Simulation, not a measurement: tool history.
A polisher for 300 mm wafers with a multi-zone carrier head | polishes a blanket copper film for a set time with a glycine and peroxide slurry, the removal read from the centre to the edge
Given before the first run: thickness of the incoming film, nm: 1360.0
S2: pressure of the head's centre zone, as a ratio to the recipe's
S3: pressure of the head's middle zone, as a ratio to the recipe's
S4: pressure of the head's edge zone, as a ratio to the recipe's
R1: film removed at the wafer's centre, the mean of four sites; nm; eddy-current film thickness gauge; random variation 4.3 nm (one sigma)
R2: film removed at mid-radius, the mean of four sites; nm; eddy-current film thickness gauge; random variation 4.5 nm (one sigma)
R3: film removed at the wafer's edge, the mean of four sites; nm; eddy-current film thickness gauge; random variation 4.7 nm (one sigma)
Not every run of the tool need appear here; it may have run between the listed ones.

run 1 hour=0 | flow_of_slurry_(ml/min)=245 S2=1 S3=1 S4=1 polishing_time_(s)=76 | R1=482.07 R2=500.1 R3=493.31
run 2 hour=6.6 | flow_of_slurry_(ml/min)=245 S2=1 S3=1.04 S4=1 polishing_time_(s)=76 | R1=485.04 R2=512.35 R3=512.01
run 3 hour=12.8 | flow_of_slurry_(ml/min)=245 S2=0.98 S3=1.01 S4=0.98 polishing_time_(s)=71 | R1=435.93 R2=457.07 R3=452.23
run 4 hour=15.4 | flow_of_slurry_(ml/min)=245 S2=0.98 S3=0.97 S4=0.98 polishing_time_(s)=71 | R1=455.57 R2=448.05 R3=467.15
run 5 hour=23.1 | flow_of_slurry_(ml/min)=210 S2=0.98 S3=0.97 S4=0.98 polishing_time_(s)=71 | R1=428.92 R2=434.9 R3=441.07
run 6 hour=27.8 | flow_of_slurry_(ml/min)=200 S2=0.97 S3=0.97 S4=0.95 polishing_time_(s)=68 | R1=405.32 R2=426.27 R3=428.87
run 7 hour=31.1 | flow_of_slurry_(ml/min)=195 S2=0.98 S3=0.98 S4=0.94 polishing_time_(s)=64 | R1=392.01 R2=388.91 R3=403.35
run 8 hour=39.8 | flow_of_slurry_(ml/min)=195 S2=0.98 S3=1.01 S4=0.91 polishing_time_(s)=61 | R1=361.24 R2=389.2 R3=372.87
run 9 hour=40.6 | flow_of_slurry_(ml/min)=195 S2=0.98 S3=1 S4=0.9 polishing_time_(s)=59 | R1=349.27 R2=370.63 R3=370.76
run 10 hour=45.7 | flow_of_slurry_(ml/min)=185 S2=0.99 S3=1.01 S4=0.89 polishing_time_(s)=57 | R1=334.52 R2=358.89 R3=344.39

Run 11 has not been measured yet. What should we expect?
run 11 hour=52.9 | flow_of_slurry_(ml/min)=180 S2=0.99 S3=1.01 S4=0.88 polishing_time_(s)=56 | R1=? R2=? R3=?

R1: 337.6 nm
R2: 344.08 nm
R3: 341.73 nm
